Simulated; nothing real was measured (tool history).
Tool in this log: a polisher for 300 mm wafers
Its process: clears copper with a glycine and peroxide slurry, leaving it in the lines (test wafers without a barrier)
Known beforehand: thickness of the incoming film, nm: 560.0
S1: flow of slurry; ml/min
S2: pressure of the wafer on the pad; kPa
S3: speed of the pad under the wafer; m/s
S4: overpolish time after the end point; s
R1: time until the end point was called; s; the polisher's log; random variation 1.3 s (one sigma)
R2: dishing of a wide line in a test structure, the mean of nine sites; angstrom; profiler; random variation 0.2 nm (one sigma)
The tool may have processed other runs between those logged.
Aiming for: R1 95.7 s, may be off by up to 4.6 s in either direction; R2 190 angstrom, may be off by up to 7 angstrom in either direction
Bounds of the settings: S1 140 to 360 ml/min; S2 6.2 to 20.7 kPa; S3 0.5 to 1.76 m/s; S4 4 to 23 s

run 1 hour=0 | S1=230 S2=13.1 S3=1.12 S4=12 | R1=143.11 R2=352.75
run 2 hour=1 | S1=185 S2=13.1 S3=1.12 S4=12 | R1=142.42 R2=344.09
run 3 hour=3.3 | S1=180 S2=12.4 S3=1.2 S4=11 | R1=146.85 R2=318.34
run 4 hour=9.4 | S1=175 S2=13.1 S3=1.14 S4=10 | R1=141.55 R2=292.92
run 5 hour=13.8 | S1=170 S2=13.8 S3=1.08 S4=9 | R1=141.7 R2=275.28
run 6 hour=17.5 | S1=145 S2=13.8 S3=1.08 S4=9 | R1=146.46 R2=267.72
run 7 hour=21.6 | S1=145 S2=14.5 S3=1.04 S4=8 | R1=147.26 R2=241.42
run 8 hour=22.5 | S1=145 S2=15.2 S3=1.04 S4=8 | R1=143.59 R2=248.16
run 9 hour=24.9 | S1=210 S2=11 S3=1.36 S4=4 | R1=137.95 R2=134.57
run 10 hour=29.5 | S1=210 S2=11.7 S3=1.36 S4=4 | R1=134.46 R2=140.61
run 11 hour=38.1 | S1=210 S2=12.4 S3=1.38 S4=4 | R1=122.78 R2=148.45
run 12 hour=41 | S1=210 S2=13.1 S3=1.38 S4=4 | R1=118.62 R2=155.06
run 13 hour=47.9 | S1=210 S2=13.8 S3=1.38 S4=4 | R1=113.56 R2=161.26
run 14 hour=56.6 | S1=215 S2=15.2 S3=1.38 S4=4 | R1=107.35 R2=174.45

Next run, 4 choices. One meets every target within its allowed miss, the rest don't. Which?
run A hour=65.3 | S1=145 S2=17.9 S3=1.4 S4=4 | R1=? R2=?
run B hour=65.3 | S1=230 S2=17.2 S3=1.48 S4=4 | R1=? R2=?
run C hour=65.3 | S1=210 S2=17.2 S3=1.52 S4=4 | R1=? R2=?
run D hour=65.3 | S1=215 S2=17.2 S3=1.54 S4=4 | R1=? R2=?

move=A R1=96.755 R2=193.25
move=B R1=88.502 R2=208.89
move=C R1=87.524 R2=210.89
move=D R1=86.262 R2=213.59
A: in spec on every target
B: moves the result that the last run missed by most past its target, out the other side
C: moves the result that the last run missed by most past its target, out the other side
D: moves the result that the last run missed by most past its target, out the other side
The move that meets every target is A.
